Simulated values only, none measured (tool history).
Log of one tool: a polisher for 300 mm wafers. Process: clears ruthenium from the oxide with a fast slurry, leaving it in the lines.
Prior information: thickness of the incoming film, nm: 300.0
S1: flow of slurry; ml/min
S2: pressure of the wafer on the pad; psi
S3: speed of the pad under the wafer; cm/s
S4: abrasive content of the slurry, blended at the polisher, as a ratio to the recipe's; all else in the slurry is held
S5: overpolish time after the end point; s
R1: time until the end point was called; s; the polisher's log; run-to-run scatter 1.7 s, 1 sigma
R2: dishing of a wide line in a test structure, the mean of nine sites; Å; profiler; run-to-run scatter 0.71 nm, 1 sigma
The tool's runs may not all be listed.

| run | hour | S1 | S2 | S3 | S4 | S5 | R1 | R2 |
|---|---|---|---|---|---|---|---|---|
| 1 | 0 | 230 | 2.7 | 88 | 1 | 24 | 82.903 | 452.25 |
| 2 | 2.3 | 230 | 2.4 | 88 | 1 | 25 | 92.164 | 427.37 |
| 3 | 2.8 | 230 | 2.4 | 98 | 1 | 25 | 83.295 | 458.39 |
| 4 | 10.7 | 230 | 2.9 | 98 | 1 | 25 | 67.518 | 478.25 |
| 5 | 18.5 | 275 | 2.9 | 98 | 1 | 25 | 64.914 | 500.1 |
| 6 | 25.6 | 265 | 2.5 | 98 | 1 | 25 | 79.669 | 458.56 |
| 7 | 28.5 | 265 | 2.2 | 98 | 1 | 26 | 87.052 | 440.51 |

What does the tool deliver on the next run?
| 8 | 35.1 | 260 | 2 | 96 | 1 | 27 | ? | ? |

Run 8 measured R1 100.45 s, R2 432.46 Å.

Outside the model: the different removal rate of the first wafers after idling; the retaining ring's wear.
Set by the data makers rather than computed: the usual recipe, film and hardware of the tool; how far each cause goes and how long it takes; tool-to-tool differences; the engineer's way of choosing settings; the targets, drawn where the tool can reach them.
